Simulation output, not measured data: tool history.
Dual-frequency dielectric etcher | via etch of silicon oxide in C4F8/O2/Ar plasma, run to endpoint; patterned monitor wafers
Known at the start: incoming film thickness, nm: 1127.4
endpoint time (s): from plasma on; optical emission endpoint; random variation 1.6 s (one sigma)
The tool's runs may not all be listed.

run 1 hour=0 | source_power_(kW)=1.79 bias_power_(kW)=2.449 | endpoint_time_(s)=215.51
run 2 hour=9 | source_power_(kW)=1.87 bias_power_(kW)=2.496 | endpoint_time_(s)=207.94
run 3 hour=15.1 | source_power_(kW)=1.64 bias_power_(kW)=2.496 | endpoint_time_(s)=221.02
run 4 hour=18 | source_power_(kW)=1.73 bias_power_(kW)=2.542 | endpoint_time_(s)=217.21
run 5 hour=20 | source_power_(kW)=1.73 bias_power_(kW)=2.164 | endpoint_time_(s)=226.18
run 6 hour=24.2 | source_power_(kW)=1.73 bias_power_(kW)=2.534 | endpoint_time_(s)=215.13
run 7 hour=25.7 | source_power_(kW)=1.8 bias_power_(kW)=2.571 | endpoint_time_(s)=210.04
run 8 hour=29 | source_power_(kW)=1.85 bias_power_(kW)=2.596 | endpoint_time_(s)=209.33
run 9 hour=34.9 | source_power_(kW)=1.91 bias_power_(kW)=2.635 | endpoint_time_(s)=203.18
run 10 hour=39.1 | source_power_(kW)=1.95 bias_power_(kW)=2.654 | endpoint_time_(s)=201.66
run 11 hour=40.4 | source_power_(kW)=1.98 bias_power_(kW)=2.673 | endpoint_time_(s)=195.77

The next listed run, before its measurement:
run 12 hour=42.4 | source_power_(kW)=1.99 bias_power_(kW)=2.679 | endpoint_time_(s)=?

{"run 12": {"endpoint time (s)": 201.46}}
